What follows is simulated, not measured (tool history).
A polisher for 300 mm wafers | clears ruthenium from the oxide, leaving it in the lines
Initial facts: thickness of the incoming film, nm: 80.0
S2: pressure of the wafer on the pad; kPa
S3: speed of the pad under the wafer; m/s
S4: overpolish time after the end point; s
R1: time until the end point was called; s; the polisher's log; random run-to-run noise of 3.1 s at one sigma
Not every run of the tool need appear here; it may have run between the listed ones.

run 1 day=0.000 | flow_of_slurry_(ml/min)=125 S2=10.3 S3=1.22 S4=32 | R1=66.814
run 2 day=0.250 | flow_of_slurry_(ml/min)=125 S2=10.3 S3=1.40 S4=32 | R1=57.229
run 3 day=0.608 | flow_of_slurry_(ml/min)=125 S2=11.7 S3=1.40 S4=32 | R1=51.852
run 4 day=0.912 | flow_of_slurry_(ml/min)=125 S2=11.7 S3=1.40 S4=32 | R1=50.047
run 5 day=1.050 | flow_of_slurry_(ml/min)=120 S2=9.7 S3=1.24 S4=32 | R1=68.032
run 6 day=1.408 | flow_of_slurry_(ml/min)=120 S2=8.3 S3=1.06 S4=32 | R1=93.110
run 7 day=1.567 | flow_of_slurry_(ml/min)=120 S2=7.6 S3=0.98 S4=32 | R1=103.670
run 8 day=1.612 | flow_of_slurry_(ml/min)=110 S2=4.8 S3=0.70 S4=32 | R1=233.870

Run 9 has not been measured yet. What should we expect?
run 9 day=1.762 | flow_of_slurry_(ml/min)=120 S2=5.5 S3=0.70 S4=32 | R1=?

R1: 202.780 s
